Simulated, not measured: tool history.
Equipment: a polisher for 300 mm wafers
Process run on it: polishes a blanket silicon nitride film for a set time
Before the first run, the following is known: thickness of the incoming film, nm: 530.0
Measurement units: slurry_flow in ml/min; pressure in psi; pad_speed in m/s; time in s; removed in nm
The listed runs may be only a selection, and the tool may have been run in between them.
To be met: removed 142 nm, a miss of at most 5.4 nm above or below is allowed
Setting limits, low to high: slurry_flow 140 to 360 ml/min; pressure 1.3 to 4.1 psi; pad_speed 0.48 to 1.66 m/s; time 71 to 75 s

run	day	slurry_flow	pressure	pad_speed	time	removed
1	0	230	2.7	1.06	71	93.383
2	0.05	230	3	1.06	71	103.02
3	0.342	230	3	1.06	75	106.89
4	0.683	230	3	1.06	75	108
5	0.929	180	3	1.06	75	102.68
6	1.238	200	3.2	1.06	75	109.22
7	1.288	200	3.9	1.08	75	127.07
8	1.321	210	3.9	1.1	75	129.03
9	1.45	215	3.9	1.12	75	133.91
10	1.717	220	3.9	1.12	75	131.01
11	2.008	220	3.9	1.14	75	134.56
12	2.183	225	3.9	1.14	75	134.99

Exactly one of the 5 candidate moves below puts every result within its allowed miss. Which one?
A	2.358	195	3.6	1.2	72	?
B	2.358	245	4.1	1.28	75	?
C	2.358	225	4	1.08	75	?
D	2.358	275	4.1	1.24	75	?
E	2.358	170	3.8	1.32	74	?

move	removed
A	128.51
B	158.88
C	134.89
D	156.91
E	144.45
A: misses by more than the last run did
B: moves the result that the last run missed by most past its target, out the other side
C: about as far from the targets as the last run
D: moves the result that the last run missed by most past its target, out the other side
E: meets every target
Correct choice: E, which meets every target
